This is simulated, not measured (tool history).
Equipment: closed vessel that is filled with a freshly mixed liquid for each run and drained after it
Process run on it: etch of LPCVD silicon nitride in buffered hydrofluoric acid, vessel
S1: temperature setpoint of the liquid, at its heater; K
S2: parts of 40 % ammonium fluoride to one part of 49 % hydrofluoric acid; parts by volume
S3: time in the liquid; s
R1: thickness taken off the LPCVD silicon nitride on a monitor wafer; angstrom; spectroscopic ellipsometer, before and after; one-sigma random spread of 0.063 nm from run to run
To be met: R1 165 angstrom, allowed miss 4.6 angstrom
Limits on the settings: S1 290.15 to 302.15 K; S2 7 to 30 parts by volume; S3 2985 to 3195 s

{"run": 1, "hour": 0.0, "S1": 294.15, "S2": 20, "S3": 2985, "R1": 209.12}
{"run": 2, "hour": 6.1, "S1": 293.65, "S2": 20, "S3": 2985, "R1": 205.04}
{"run": 3, "hour": 8.1, "S1": 293.65, "S2": 15, "S3": 2985, "R1": 269.59}
{"run": 4, "hour": 13.8, "S1": 293.15, "S2": 15.5, "S3": 2985, "R1": 255.91}
{"run": 5, "hour": 15.3, "S1": 292.65, "S2": 16, "S3": 2985, "R1": 240.11}
{"run": 6, "hour": 23.2, "S1": 292.65, "S2": 16, "S3": 2985, "R1": 240.47}
{"run": 7, "hour": 30.4, "S1": 290.15, "S2": 22.5, "S3": 2985, "R1": 155.29}
{"run": 8, "hour": 38.7, "S1": 290.65, "S2": 22.5, "S3": 2985, "R1": 158.87}

Which single option among these 5 for the next run brings every result within its allowed miss of target? Just one does.
{"run": "A", "hour": 47.0, "S1": 290.15, "S2": 22.5, "S3": 3160, "R1": "?"}
{"run": "B", "hour": 47.0, "S1": 291.15, "S2": 20.5, "S3": 2985, "R1": "?"}
{"run": "C", "hour": 47.0, "S1": 293.65, "S2": 26.5, "S3": 3090, "R1": "?"}
{"run": "D", "hour": 47.0, "S1": 291.65, "S2": 23.5, "S3": 3170, "R1": "?"}
{"run": "E", "hour": 47.0, "S1": 290.15, "S2": 19, "S3": 2985, "R1": "?"}

move=A R1=163.84
move=B R1=174.66
move=C R1=174.22
move=D R1=173.62
move=E R1=176.61
A: all results in spec
B: pushes the last run's worst result past its target
C: pushes the last run's worst result past its target
D: pushes the last run's worst result past its target
E: pushes the last run's worst result past its target
Move A is the one to make.
